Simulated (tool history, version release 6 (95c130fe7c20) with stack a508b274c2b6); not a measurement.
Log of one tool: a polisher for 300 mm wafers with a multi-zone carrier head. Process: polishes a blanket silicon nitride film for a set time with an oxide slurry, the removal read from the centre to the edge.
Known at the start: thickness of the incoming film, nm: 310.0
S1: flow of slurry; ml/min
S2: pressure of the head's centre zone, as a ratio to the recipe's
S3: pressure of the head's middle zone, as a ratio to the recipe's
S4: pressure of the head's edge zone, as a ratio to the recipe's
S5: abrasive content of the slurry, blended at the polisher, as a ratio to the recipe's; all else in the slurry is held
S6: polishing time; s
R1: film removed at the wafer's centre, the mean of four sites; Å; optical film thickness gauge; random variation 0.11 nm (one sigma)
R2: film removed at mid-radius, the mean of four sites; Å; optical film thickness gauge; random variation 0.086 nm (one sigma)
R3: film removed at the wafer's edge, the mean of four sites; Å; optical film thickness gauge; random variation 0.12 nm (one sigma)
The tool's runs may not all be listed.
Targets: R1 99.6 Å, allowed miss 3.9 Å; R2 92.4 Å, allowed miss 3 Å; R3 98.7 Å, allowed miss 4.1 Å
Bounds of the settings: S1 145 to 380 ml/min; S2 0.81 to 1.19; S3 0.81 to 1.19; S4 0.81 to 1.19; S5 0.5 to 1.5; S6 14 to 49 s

run	hour	S1	S2	S3	S4	S5	S6	R1	R2	R3
1	0	245	1	1	1	1	31	171.67	167.62	171.98
2	1.9	240	0.99	0.97	0.96	0.85	29	141.5	137.98	143.73
3	7.1	240	0.99	0.97	0.88	0.85	29	146.02	138.86	137.39
4	8.6	240	1.04	0.97	0.88	0.85	29	147.9	137.17	139.57
5	12.4	285	1.04	0.97	0.88	0.85	29	151.28	139.24	139.73
6	15	285	1.01	0.94	0.87	0.75	28	134.53	123.31	125.93
7	20.9	285	0.98	0.91	0.86	0.65	27	112.26	105.6	107.8
8	23	285	0.96	0.88	0.85	0.65	27	110.33	102.23	107.45
9	27.1	285	0.95	0.87	0.84	0.65	27	109.07	101.34	106.15
10	30	285	0.94	0.86	0.83	0.65	27	106.89	100.42	106.1
11	33.3	285	0.94	0.86	0.83	0.65	27	108.87	100.95	105.27
12	35.4	285	0.93	0.85	0.83	0.65	27	106.25	99.158	107.91

Which of these 5 next moves meets every target?
A	37.5	240	0.93	0.89	0.84	0.7	29	?	?	?
B	37.5	195	0.99	0.96	0.81	0.7	25	?	?	?
C	37.5	270	0.93	1.04	0.81	0.65	24	?	?	?
D	37.5	290	0.96	1.01	0.81	0.5	30	?	?	?
E	37.5	165	0.96	0.88	0.83	0.5	33	?	?	?

move	R1	R2	R3
A	118.08	115.66	118.44
B	104.74	102.88	98.061
C	94.44	105.14	92.456
D	99.923	105.02	94.541
E	99.783	94.457	98.777
A: further off than the last run
B: further off than the last run
C: further off than the last run
D: further off than the last run
E: meets every target
Answer: E
